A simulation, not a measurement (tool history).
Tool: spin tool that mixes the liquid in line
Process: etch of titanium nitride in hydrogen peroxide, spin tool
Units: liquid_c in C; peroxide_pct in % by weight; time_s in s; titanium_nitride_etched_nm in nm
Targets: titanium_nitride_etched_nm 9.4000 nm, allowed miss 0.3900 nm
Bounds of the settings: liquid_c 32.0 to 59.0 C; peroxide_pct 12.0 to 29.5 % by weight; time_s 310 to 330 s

| run | hour | liquid_c | peroxide_pct | time_s | titanium_nitride_etched_nm |
|---|---|---|---|---|---|
| 1 | 0.0 | 43.0 | 20.0 | 310 | 3.9546 |
| 2 | 6.4 | 43.0 | 24.0 | 310 | 4.1244 |
| 3 | 11.1 | 36.5 | 24.0 | 310 | 2.5385 |
| 4 | 15.7 | 42.5 | 24.5 | 310 | 4.0029 |
| 5 | 17.6 | 46.5 | 24.5 | 310 | 5.3531 |
| 6 | 23.8 | 46.5 | 24.5 | 310 | 5.5570 |
| 7 | 28.3 | 48.5 | 24.5 | 310 | 6.3935 |
| 8 | 32.3 | 50.0 | 24.5 | 310 | 7.0196 |
|  | 38.1 | thermometer replaced |
| 9 | 38.1 | 55.0 | 24.5 | 310 | 11.2290 |

Which of these 4 next moves meets every target?
| A | 43.9 | 56.0 | 23.5 | 330 | ? |
| B | 43.9 | 54.5 | 24.0 | 330 | ? |
| C | 43.9 | 52.0 | 25.5 | 310 | ? |
| D | 43.9 | 53.5 | 24.0 | 310 | ? |

| move | titanium_nitride_etched_nm |
|---|---|
| A | 13.0820 |
| B | 11.8330 |
| C | 9.4366 |
| D | 10.3600 |
A: further off than the last run
B: further off than the last run
C: meets every target
D: nearer than the last run, and not there yet
Answer: C
